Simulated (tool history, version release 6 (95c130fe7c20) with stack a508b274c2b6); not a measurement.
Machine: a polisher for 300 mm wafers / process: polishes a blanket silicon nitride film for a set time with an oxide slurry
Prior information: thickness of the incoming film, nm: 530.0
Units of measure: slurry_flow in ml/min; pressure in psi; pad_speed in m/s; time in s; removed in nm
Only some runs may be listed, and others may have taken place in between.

run 1 hour=0 | slurry_flow=145 pressure=4 pad_speed=1.4 slurry_solids=1 time=117 | removed=109.28
run 2 hour=7.4 | slurry_flow=145 pressure=4 pad_speed=1.4 slurry_solids=0.85 time=117 | removed=101.85
run 3 hour=8.4 | slurry_flow=150 pressure=4.1 pad_speed=1.4 slurry_solids=0.85 time=117 | removed=104.85
run 4 hour=14.1 | slurry_flow=155 pressure=4.2 pad_speed=1.4 slurry_solids=0.85 time=117 | removed=108.81
run 5 hour=22.6 | slurry_flow=155 pressure=4.2 pad_speed=1.4 slurry_solids=0.65 time=117 | removed=96.624
run 6 hour=25.3 | slurry_flow=160 pressure=4.3 pad_speed=1.4 slurry_solids=0.65 time=117 | removed=98.667
run 7 hour=31.9 | slurry_flow=165 pressure=4.4 pad_speed=1.4 slurry_solids=0.65 time=117 | removed=101.9

Run 8, settings as shown, results not yet in. Your forecast:
run 8 hour=35.1 | slurry_flow=165 pressure=4.5 pad_speed=1.4 slurry_solids=0.65 time=117 | removed=?

removed: 104.99 nm
